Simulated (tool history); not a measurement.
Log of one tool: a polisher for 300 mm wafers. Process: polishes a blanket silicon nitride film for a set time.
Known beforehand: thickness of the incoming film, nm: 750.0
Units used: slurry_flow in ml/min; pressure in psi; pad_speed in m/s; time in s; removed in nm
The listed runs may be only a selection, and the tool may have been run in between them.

| run | hour | slurry_flow | pressure | pad_speed | time | removed |
|---|---|---|---|---|---|---|
| 1 | 0 | 230 | 3.6 | 0.9 | 46 | 87.029 |
| 2 | 7.5 | 230 | 3.6 | 0.9 | 40 | 76.504 |
| 3 | 13.8 | 230 | 4.1 | 0.9 | 40 | 86.465 |
| 4 | 20.3 | 250 | 4.1 | 0.9 | 40 | 89.075 |
| 5 | 24.1 | 250 | 4.1 | 0.68 | 40 | 69.222 |
| 6 | 29.8 | 250 | 5 | 0.68 | 40 | 85.836 |

What will run 7 give?
| 7 | 35.5 | 250 | 5 | 0.68 | 40 | ? |

{"run 7": {"removed": 85.679}}

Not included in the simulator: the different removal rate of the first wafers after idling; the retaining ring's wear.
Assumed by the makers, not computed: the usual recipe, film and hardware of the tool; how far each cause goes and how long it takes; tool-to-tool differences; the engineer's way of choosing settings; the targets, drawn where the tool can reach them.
